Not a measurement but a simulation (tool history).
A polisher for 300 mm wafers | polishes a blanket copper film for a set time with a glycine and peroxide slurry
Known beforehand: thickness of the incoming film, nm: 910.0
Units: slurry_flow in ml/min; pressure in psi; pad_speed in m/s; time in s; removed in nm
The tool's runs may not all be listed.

run  hour  slurry_flow  pressure  pad_speed  time  removed
  1   0.0          255       3.1       1.22    21  156.600
  2   5.0          310       3.1       1.22    21  162.050
  3   7.9          310       2.7       1.22    21  144.350
  4  13.3          310       2.5       1.20    21  133.640
     15.6  -- slurry nozzle cleaned
  5  15.6          310       2.5       1.20    18  116.810
  6  22.0          310       3.0       1.20    18  138.070
  7  27.1          310       2.8       1.20    18  128.840
  8  35.7          310       2.6       1.20    18  118.560

Run 9 comes next. What will it give?
  9  38.9          310       1.7       1.16    18        ?

removed: 83.518 nm

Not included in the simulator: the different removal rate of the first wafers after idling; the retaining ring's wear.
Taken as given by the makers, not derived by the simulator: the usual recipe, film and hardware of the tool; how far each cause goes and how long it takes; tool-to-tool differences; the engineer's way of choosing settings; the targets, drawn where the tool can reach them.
